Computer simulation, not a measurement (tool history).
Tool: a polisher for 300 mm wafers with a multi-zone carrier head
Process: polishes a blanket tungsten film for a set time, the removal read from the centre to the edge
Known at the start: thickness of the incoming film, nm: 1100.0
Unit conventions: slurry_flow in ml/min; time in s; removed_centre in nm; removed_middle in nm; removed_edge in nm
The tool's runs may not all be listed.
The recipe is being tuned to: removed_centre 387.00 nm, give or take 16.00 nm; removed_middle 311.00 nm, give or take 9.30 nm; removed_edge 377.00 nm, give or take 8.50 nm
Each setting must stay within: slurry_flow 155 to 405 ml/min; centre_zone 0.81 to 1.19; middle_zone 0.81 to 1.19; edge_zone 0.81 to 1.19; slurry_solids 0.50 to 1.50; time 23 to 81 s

run,hour,slurry_flow,centre_zone,middle_zone,edge_zone,slurry_solids,time,removed_centre,removed_middle,removed_edge
1,0.0,260,1.00,1.00,1.00,1.00,52,359.33,347.42,357.84
2,2.0,260,1.01,0.99,1.01,1.00,52,363.67,336.96,361.23
3,2.6,260,1.01,0.99,1.01,1.15,52,381.23,351.73,376.02
4,5.8,255,1.01,0.98,1.01,1.15,52,385.90,352.17,372.68
5,12.0,255,1.01,1.05,1.01,1.15,52,375.68,376.61,368.25
6,15.5,250,1.01,1.03,1.01,1.15,52,383.32,367.78,373.19
7,16.5,250,1.01,1.01,1.01,1.15,52,373.22,359.87,371.30
8,18.7,250,1.01,1.00,1.01,1.15,52,378.29,359.10,372.13
9,27.0,250,1.01,0.99,1.01,1.15,52,374.23,352.99,372.91
10,31.2,250,1.02,0.98,1.01,1.15,52,376.33,346.50,378.31
11,35.3,250,1.03,0.97,1.00,1.15,52,372.33,349.07,369.55
# hour 36.6: worn pad replaced by a new one
12,36.6,260,1.04,0.96,1.00,1.15,52,437.10,387.15,413.62
13,44.7,255,1.04,0.95,1.00,1.10,52,424.12,378.69,415.74
14,46.5,265,1.03,0.94,1.00,1.10,51,423.71,368.10,407.03
15,53.9,265,1.03,0.93,1.00,1.05,50,402.68,355.44,392.18
16,59.7,265,1.03,0.92,1.01,1.00,49,393.88,342.40,381.60
17,67.7,265,1.03,0.91,1.02,0.95,49,384.60,328.85,378.12
18,71.1,270,1.03,0.91,1.03,0.95,49,380.27,336.69,379.64
19,78.6,270,1.03,0.91,1.03,0.95,49,391.28,331.03,379.78
20,86.0,270,1.03,0.91,1.04,0.95,49,385.99,336.62,381.82
21,90.2,270,1.03,0.90,1.03,0.90,49,375.17,325.39,375.45
22,92.1,270,1.03,0.90,1.03,0.90,49,383.30,327.32,373.81
23,92.8,270,1.03,0.89,1.04,0.90,49,382.68,324.27,373.20

Which of these 4 next moves meets every target?
A,93.5,245,1.00,0.81,1.03,1.00,50,?,?,?
B,93.5,255,1.17,0.84,1.01,1.10,47,?,?,?
C,93.5,175,1.10,0.83,1.09,0.90,50,?,?,?
D,93.5,280,1.05,0.86,1.05,0.85,49,?,?,?

move,removed_centre,removed_middle,removed_edge
A,377.30,307.87,389.53
B,428.56,307.06,373.26
C,380.72,289.41,374.40
D,378.69,308.25,373.29
A: the furthest-off result lands on target, but another misses its tolerance
B: the furthest-off result lands on target, but another misses its tolerance
C: takes the biggest miss from the last run beyond its target
D: all results in spec
So the answer is move D, the one that meets all the targets.
